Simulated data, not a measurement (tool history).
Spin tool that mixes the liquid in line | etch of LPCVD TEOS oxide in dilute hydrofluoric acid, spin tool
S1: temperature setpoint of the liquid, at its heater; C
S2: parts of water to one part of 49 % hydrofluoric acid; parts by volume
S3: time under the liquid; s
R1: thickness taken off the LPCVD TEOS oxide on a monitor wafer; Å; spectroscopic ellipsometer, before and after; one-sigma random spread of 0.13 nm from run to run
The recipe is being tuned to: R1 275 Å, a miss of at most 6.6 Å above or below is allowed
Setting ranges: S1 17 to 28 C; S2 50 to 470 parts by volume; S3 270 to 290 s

run  hour    S1   S2   S3      R1
  1     0    20  260  270  189.71
  2   1.2    21  255  270  202.45
  3   1.9    19  255  270  187.68
  4   6.6  20.5  255  270  198.68
  5    13    19  255  270   189.7
  6  18.9  20.5  250  270  203.35
  7  20.3  21.5  250  270  211.18
  8  28.3  25.5  240  270  258.21
  9  29.9    26  240  270  259.75

Which one of the following 4 next-run settings gets every result inside its allowed miss? There is exactly one.
  A  31.5  26.5  260  270   ?
  B  31.5  26.5  240  290   ?
  C  31.5    26  255  285   ?
  D  31.5  26.5  250  290   ?

move      R1
   A   240.7
   B  286.17
   C  255.96
   D  271.77
A: its largest miss is bigger than the last run's
B: carries the result that was furthest off beyond its target, to the other side
C: its largest miss is bigger than the last run's
D: meets every target
The right move is D.
